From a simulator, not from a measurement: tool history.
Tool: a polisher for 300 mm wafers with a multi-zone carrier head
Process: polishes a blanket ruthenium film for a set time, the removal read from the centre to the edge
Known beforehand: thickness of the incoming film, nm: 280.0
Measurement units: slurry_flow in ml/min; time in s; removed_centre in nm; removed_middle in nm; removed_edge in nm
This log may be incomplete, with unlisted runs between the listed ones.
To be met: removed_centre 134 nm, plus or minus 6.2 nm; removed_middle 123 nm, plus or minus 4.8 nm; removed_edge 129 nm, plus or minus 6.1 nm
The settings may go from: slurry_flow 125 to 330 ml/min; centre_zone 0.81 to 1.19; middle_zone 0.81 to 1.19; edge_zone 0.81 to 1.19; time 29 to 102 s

run  hour  slurry_flow  centre_zone  middle_zone  edge_zone  time  removed_centre  removed_middle  removed_edge
  1     0          210            1            1          1    65            95.2          102.19        99.496
  2   2.7          215         1.03            1       1.02    67          104.25          104.76        102.65
  3   4.6          215         1.03            1       0.94    67          103.78          102.47        100.62
  4   6.5          215         1.03            1       0.94    61          93.024          94.044        91.135
  5  15.4          180         1.03            1       0.94    61          91.375          92.042        86.688
  6  18.1          200         1.04            1       0.97    64          99.004          96.881        95.076
  7  24.7          220         1.05         1.01       0.99    66          106.06          105.19        99.199
  8  33.1          230         1.05            1          1    68          107.36          106.69         105.6
  9  34.6          240         1.07            1       1.01    69          113.29          107.59        104.17
 10  35.4          245         1.07         0.99       1.02    71          114.25          110.85        111.44
 11    42          250         1.08         0.99       1.03    72          116.88           112.2        113.54
     44.5  -- slurry nozzle cleaned
 12  44.5          250         1.08         0.99       1.03    72             126          117.74        116.72

Exercise: of the 4 proposed moves below, exactly one satisfies all targets within the stated allowed misses. Which move is it?
  A    47          250         1.06         0.95       1.08    78               ?               ?             ?
  B    47          330         0.99         0.85       1.05    72               ?               ?             ?
  C    47          255         1.06         0.87       1.06    84               ?               ?             ?
  D    47          265         1.12         1.08       1.01    68               ?               ?             ?

move  removed_centre  removed_middle  removed_edge
   A          134.08          121.76        130.47
   B          118.92           105.3        121.71
   C          144.65          122.14        139.84
   D          124.51          119.01        111.12
A: hits every target within its allowed miss
B: further off than the last run
C: carries the result that was furthest off beyond its target, to the other side
D: further off than the last run
A is the move that brings every result within its allowed miss.
